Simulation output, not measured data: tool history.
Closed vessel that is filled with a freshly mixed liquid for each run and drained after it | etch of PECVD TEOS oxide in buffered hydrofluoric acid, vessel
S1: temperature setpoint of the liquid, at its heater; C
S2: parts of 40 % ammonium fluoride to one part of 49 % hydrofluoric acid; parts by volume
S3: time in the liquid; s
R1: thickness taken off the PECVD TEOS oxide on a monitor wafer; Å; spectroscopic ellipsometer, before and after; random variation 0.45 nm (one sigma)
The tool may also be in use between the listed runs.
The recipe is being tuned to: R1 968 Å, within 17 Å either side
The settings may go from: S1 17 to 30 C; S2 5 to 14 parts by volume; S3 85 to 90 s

| run | hour | S1 | S2 | S3 | R1 |
|---|---|---|---|---|---|
| 1 | 0 | 22 | 8.5 | 85 | 1404.9 |
| 2 | 7.4 | 18.5 | 8.5 | 85 | 1161.3 |
| 3 | 14 | 18 | 8.5 | 85 | 1136.1 |
| 4 | 17 | 17.5 | 9 | 85 | 1027.9 |
| 5 | 23.2 | 17 | 9 | 85 | 996.68 |
| 6 | 25.4 | 17 | 7 | 85 | 1316.1 |
| 7 | 32.4 | 17 | 7 | 85 | 1309 |
| 8 | 34.8 | 17 | 7.5 | 85 | 1225.2 |
| 9 | 44.1 | 17 | 10 | 85 | 939.58 |

4 next moves are on the table. One of them brings every result within its allowed miss. Which?
| A | 53.4 | 19 | 10.5 | 85 | ? |
| B | 53.4 | 20 | 11 | 85 | ? |
| C | 53.4 | 17 | 10.5 | 85 | ? |
| D | 53.4 | 17 | 9.5 | 85 | ? |

| move | R1 |
|---|---|
| A | 995.84 |
| B | 1006.7 |
| C | 888.99 |
| D | 962.94 |
A: pushes the last run's worst result past its target
B: pushes the last run's worst result past its target
C: its largest miss is bigger than the last run's
D: in spec on every target
Move D is the one to make.

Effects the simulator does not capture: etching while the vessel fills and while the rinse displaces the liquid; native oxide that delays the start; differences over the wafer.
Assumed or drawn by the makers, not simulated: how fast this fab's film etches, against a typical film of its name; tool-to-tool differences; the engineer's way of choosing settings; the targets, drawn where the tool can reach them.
